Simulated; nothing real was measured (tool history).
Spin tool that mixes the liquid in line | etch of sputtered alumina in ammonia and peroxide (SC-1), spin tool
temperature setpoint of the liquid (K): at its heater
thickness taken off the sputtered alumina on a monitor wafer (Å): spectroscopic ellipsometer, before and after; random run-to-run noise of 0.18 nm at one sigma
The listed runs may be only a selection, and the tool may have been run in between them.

| run | day | temperature setpoint of the liquid (K) | parts of 29 % ammonia solution to one part of 30 % peroxide (parts by volume) | time under the liquid (s) | thickness taken off the sputtered alumina on a monitor wafer (Å) |
|---|---|---|---|---|---|
| 1 | 0 | 329.15 | 0.5 | 320 | 246.33 |
| 2 | 0.321 | 329.15 | 0.5 | 320 | 245.2 |
| 3 | 0.371 | 327.65 | 0.5 | 320 | 220.89 |
| 4 | 0.654 | 327.15 | 0.5 | 320 | 218.95 |
| 5 | 1.025 | 331.15 | 0.5 | 320 | 269.35 |
| 6 | 1.196 | 326.65 | 0.5 | 320 | 214.88 |

What does the tool deliver on the next run?
| 7 | 1.312 | 326.15 | 0.5 | 320 | ? |

thickness taken off the sputtered alumina on a monitor wafer (Å): 210.5

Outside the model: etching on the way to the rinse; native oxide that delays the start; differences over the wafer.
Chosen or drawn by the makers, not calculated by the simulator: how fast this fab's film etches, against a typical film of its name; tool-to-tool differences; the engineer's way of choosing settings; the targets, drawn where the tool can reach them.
